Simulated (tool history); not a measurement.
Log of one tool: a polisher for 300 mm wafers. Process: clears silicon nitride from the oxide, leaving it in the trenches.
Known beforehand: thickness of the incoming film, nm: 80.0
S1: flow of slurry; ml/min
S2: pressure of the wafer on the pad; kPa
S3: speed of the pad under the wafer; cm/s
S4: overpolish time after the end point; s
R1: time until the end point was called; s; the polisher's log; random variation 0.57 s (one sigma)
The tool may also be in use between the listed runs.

| run | hour | S1 | S2 | S3 | S4 | R1 |
|---|---|---|---|---|---|---|
| 1 | 0 | 135 | 21.4 | 128 | 8 | 56.683 |
| 2 | 3.3 | 135 | 23.4 | 130 | 8 | 52.399 |
| 3 | 5.5 | 135 | 20.7 | 130 | 8 | 57.191 |
| 4 | 7.2 | 135 | 22.8 | 132 | 8 | 52.44 |
| 5 | 8.7 | 110 | 22.8 | 132 | 8 | 54.317 |
| 6 | 9.6 | 110 | 25.5 | 132 | 8 | 48.628 |
| 7 | 11.8 | 110 | 25.5 | 132 | 8 | 48.637 |
| 8 | 16.5 | 110 | 25.5 | 132 | 8 | 48.507 |

Run 9 has not been measured yet. What should we expect?
| 9 | 18.4 | 115 | 31.7 | 136 | 8 | ? |

{"run 9": {"R1": 37.735}}
